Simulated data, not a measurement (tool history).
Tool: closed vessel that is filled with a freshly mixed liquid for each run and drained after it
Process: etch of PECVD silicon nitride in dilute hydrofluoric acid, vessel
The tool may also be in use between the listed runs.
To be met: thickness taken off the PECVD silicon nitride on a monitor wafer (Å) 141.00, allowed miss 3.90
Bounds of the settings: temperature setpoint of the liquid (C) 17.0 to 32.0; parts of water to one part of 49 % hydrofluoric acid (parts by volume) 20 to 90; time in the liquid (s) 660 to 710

run,hour,temperature setpoint of the liquid (C),parts of water to one part of 49 % hydrofluoric acid (parts by volume),time in the liquid (s),thickness taken off the PECVD silicon nitride on a monitor wafer (Å)
1,0.0,24.0,50,660,256.21
2,6.5,22.0,50,660,220.74
3,10.9,20.5,50,660,200.35
4,15.0,19.5,50,660,187.53
5,22.4,22.0,50,660,223.74
6,28.2,18.5,50,660,174.66
7,34.6,18.0,50,660,167.80
8,36.8,17.5,50,660,163.07

Which of these 4 next moves meets every target?
A,39.0,19.5,75,680,?
B,39.0,18.0,55,660,?
C,39.0,17.0,55,700,?
D,39.0,17.0,60,700,?

move,thickness taken off the PECVD silicon nitride on a monitor wafer (Å)
A,129.43
B,152.99
C,151.19
D,138.97
A: takes the result that was furthest off past its target
B: nearer than the last run, and not there yet
C: nearer than the last run, and not there yet
D: meets every target
Answer: D
